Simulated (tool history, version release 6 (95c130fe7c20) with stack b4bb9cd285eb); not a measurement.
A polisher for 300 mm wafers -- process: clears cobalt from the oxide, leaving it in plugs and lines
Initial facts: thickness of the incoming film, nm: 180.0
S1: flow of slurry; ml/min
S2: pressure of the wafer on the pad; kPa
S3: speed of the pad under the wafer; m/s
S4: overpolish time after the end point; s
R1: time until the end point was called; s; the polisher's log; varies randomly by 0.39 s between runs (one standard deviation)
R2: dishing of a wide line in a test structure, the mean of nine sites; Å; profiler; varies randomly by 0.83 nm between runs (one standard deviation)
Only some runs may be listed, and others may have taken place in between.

run	day	S1	S2	S3	S4	R1	R2
1	0	175	11.7	1.1	30	40.523	386.2
2	0.379	175	12.4	1.1	27	38.994	361.48
3	0.675	155	12.4	1.1	27	39.699	367.28
4	0.7	155	11	1.1	27	44.403	379.2
5	0.921	155	12.4	1.12	29	38.909	358.56
6	1	155	12.4	1.12	40	38.391	390.04

Predict the results of run 7:
7	1.15	160	13.1	1.12	41	?	?

{"run 7": {"R1": 37.161, "R2": 396.48}}
